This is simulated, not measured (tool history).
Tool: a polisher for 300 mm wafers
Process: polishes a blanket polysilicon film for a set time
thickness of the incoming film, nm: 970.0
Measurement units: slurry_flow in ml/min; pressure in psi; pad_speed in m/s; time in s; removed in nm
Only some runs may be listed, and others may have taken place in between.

Run 1, day 0.000: slurry_flow 310 ml/min, pressure 2.8 psi, pad_speed 1.16 m/s, time 19 s. Result: removed 196.18 nm.
Run 2, day 0.371: slurry_flow 310 ml/min, pressure 2.9 psi, pad_speed 1.16 m/s, time 19 s. Result: removed 204.29 nm.
Run 3, day 0.554: slurry_flow 310 ml/min, pressure 2.9 psi, pad_speed 1.16 m/s, time 16 s. Result: removed 174.91 nm.
Run 4, day 0.654: slurry_flow 310 ml/min, pressure 2.9 psi, pad_speed 1.42 m/s, time 16 s. Result: removed 202.22 nm.
Run 5, day 0.921: slurry_flow 310 ml/min, pressure 2.9 psi, pad_speed 1.42 m/s, time 16 s. Result: removed 202.32 nm.
Run 6, day 1.121: slurry_flow 310 ml/min, pressure 2.9 psi, pad_speed 1.58 m/s, time 16 s. Result: removed 218.68 nm.
Run 7, day 1.171: slurry_flow 310 ml/min, pressure 3.0 psi, pad_speed 1.58 m/s, time 16 s. Result: removed 226.36 nm.

What will run 8 give?
Run 8, day 1.508: slurry_flow 310 ml/min, pressure 3.1 psi, pad_speed 1.58 m/s, time 16 s. Result: removed ?.

{"run 8": {"removed": 235.7}}
